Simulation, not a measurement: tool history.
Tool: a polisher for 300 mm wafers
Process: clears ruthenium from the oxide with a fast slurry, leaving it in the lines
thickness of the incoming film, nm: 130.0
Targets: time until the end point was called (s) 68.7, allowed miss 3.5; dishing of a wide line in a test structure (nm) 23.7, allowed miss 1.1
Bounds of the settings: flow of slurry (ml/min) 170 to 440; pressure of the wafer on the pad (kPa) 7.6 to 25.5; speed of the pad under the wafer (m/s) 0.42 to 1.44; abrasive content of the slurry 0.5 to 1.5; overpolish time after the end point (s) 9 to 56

run	hour	flow of slurry (ml/min)	pressure of the wafer on the pad (kPa)	speed of the pad under the wafer (m/s)	abrasive content of the slurry	overpolish time after the end point (s)	time until the end point was called (s)	dishing of a wide line in a test structure (nm)
1	0	280	16.5	0.92	1	29	45.408	42.856
2	3.7	280	15.9	0.92	1	27	48.933	40.31
3	10.1	280	15.9	0.92	1	35	47.005	44.818
4	15	280	15.2	0.94	1	32	48.571	43.291
5	19.2	280	19.3	0.94	1	32	38.15	46.987
6	22.9	280	19.3	0.94	1.1	32	38.417	47.675
7	27.8	280	15.2	0.88	0.85	18	56.252	28.544
8	31.5	280	11.7	0.88	0.8	14	73.248	19.511
9	36.6	280	13.1	0.82	0.85	20	68.66	27.139
10	40	280	12.4	0.88	0.8	19	68.689	25.528
11	48.2	280	12.4	0.9	0.8	18	68.725	24.867

Which of these 5 next moves meets every target?
A	56.4	340	11.7	0.96	0.9	16	?	?
B	56.4	240	13.1	0.78	0.9	21	?	?
C	56.4	265	11.7	1.06	0.85	15	?	?
D	56.4	310	12.4	1	0.8	15	?	?
E	56.4	240	9.7	1	1.1	17	?	?

move	time until the end point was called (s)	dishing of a wide line in a test structure (nm)
A	62.524	24.202
B	71.255	26.836
C	59.48	23.939
D	60.031	23.773
E	69.591	23.37
A: brings the result that was furthest off to its target, and leaves another outside
B: further off than the last run
C: brings the result that was furthest off to its target, and leaves another outside
D: brings the result that was furthest off to its target, and leaves another outside
E: meets every target
The right move is E.
